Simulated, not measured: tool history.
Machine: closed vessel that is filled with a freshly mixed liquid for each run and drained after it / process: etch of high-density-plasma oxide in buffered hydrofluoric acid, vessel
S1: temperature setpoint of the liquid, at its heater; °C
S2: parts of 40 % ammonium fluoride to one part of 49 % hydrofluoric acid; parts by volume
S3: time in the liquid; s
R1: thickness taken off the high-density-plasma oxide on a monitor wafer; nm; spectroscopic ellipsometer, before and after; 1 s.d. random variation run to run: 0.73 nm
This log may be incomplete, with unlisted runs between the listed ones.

| run | hour | S1 | S2 | S3 | R1 |
|---|---|---|---|---|---|
| 1 | 0 | 21 | 8.5 | 90 | 109.56 |
| 2 | 4.8 | 22.5 | 8.5 | 90 | 118.49 |
| 3 | 7.6 | 22.5 | 8.5 | 90 | 118.17 |
| 4 | 10.1 | 22.5 | 7 | 90 | 145.58 |
| 5 | 13 | 22.5 | 8 | 90 | 126.8 |
| 6 | 19.8 | 19.5 | 8 | 90 | 106.92 |
| 7 | 25.5 | 21 | 8 | 90 | 116.13 |
| 8 | 26.3 | 22 | 8 | 90 | 123.11 |
| 9 | 32.8 | 22.5 | 8 | 90 | 127.16 |

Forecast run 10:
| 10 | 38.8 | 23 | 8 | 90 | ? |

{"run 10": {"R1": 130.52}}
